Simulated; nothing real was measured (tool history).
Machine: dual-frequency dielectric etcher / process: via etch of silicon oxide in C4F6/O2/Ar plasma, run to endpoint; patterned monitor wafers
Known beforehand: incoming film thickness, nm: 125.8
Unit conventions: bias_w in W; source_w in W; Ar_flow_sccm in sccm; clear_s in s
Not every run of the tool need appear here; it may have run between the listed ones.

run 1 hour=0.0 | bias_w=610 source_w=350 Ar_flow_sccm=261 | clear_s=27.459
run 2 hour=4.1 | bias_w=655 source_w=370 Ar_flow_sccm=258 | clear_s=26.061
run 3 hour=6.4 | bias_w=655 source_w=320 Ar_flow_sccm=258 | clear_s=28.142
run 4 hour=14.3 | bias_w=689 source_w=340 Ar_flow_sccm=255 | clear_s=26.671
run 5 hour=20.0 | bias_w=689 source_w=340 Ar_flow_sccm=298 | clear_s=27.026
run 6 hour=24.7 | bias_w=648 source_w=340 Ar_flow_sccm=298 | clear_s=27.832
run 7 hour=26.8 | bias_w=685 source_w=360 Ar_flow_sccm=295 | clear_s=26.262

Run 8 is up next; what results do you expect?
run 8 hour=34.8 | bias_w=715 source_w=370 Ar_flow_sccm=294 | clear_s=?

clear_s: 25.889 s

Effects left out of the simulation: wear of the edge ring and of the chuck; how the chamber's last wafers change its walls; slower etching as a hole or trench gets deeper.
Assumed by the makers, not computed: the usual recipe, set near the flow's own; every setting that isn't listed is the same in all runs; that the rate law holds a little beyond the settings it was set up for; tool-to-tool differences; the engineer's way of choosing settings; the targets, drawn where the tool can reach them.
